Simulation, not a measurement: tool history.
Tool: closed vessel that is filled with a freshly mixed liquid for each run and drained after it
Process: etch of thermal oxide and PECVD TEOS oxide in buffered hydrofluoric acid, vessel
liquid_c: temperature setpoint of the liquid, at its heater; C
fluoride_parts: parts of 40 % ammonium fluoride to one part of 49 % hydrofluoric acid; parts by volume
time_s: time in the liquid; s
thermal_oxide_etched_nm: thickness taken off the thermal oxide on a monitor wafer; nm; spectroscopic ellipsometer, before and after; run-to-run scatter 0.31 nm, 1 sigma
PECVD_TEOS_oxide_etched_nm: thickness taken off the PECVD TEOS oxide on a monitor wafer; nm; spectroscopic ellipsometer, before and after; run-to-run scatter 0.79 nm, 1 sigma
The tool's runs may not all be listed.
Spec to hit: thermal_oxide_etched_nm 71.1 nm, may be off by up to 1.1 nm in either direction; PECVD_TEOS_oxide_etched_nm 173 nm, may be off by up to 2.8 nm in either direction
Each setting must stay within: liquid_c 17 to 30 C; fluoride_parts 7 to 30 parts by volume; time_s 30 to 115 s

| run | hour | liquid_c | fluoride_parts | time_s | thermal_oxide_etched_nm | PECVD_TEOS_oxide_etched_nm |
|---|---|---|---|---|---|---|
| 1 | 0 | 22 | 19 | 60 | 36.163 | 88.002 |
| 2 | 6.7 | 24.5 | 17.5 | 60 | 44.626 | 108.79 |
| 3 | 10.2 | 24.5 | 13.5 | 60 | 57.715 | 139.86 |
| 4 | 16.1 | 24.5 | 13.5 | 85 | 82.668 | 198.98 |
| 5 | 21.5 | 24.5 | 13.5 | 75 | 72.274 | 176.76 |
| 6 | 26.6 | 22.5 | 13.5 | 75 | 64.65 | 156.73 |
| 7 | 31.7 | 23 | 13.5 | 75 | 66.721 | 162.33 |
| 8 | 35.2 | 23.5 | 13.5 | 75 | 69.043 | 166.14 |
| 9 | 41.3 | 23.5 | 13.5 | 75 | 69.011 | 167 |

4 next moves are on the table. One of them brings every result within its allowed miss. Which?
| A | 47.4 | 23 | 11.5 | 70 | ? | ? |
| B | 47.4 | 21.5 | 14 | 85 | ? | ? |
| C | 47.4 | 26 | 17 | 85 | ? | ? |
| D | 47.4 | 22.5 | 13 | 75 | ? | ? |

| move | thermal_oxide_etched_nm | PECVD_TEOS_oxide_etched_nm |
|---|---|---|
| A | 72.411 | 178.47 |
| B | 66.759 | 164.54 |
| C | 70.562 | 173.92 |
| D | 66.949 | 165.01 |
A: the result that was furthest off in the last run now lies on the other side of its target
B: the biggest miss grows against the last run
C: meets every target
D: the biggest miss grows against the last run
The move that meets every target is C.
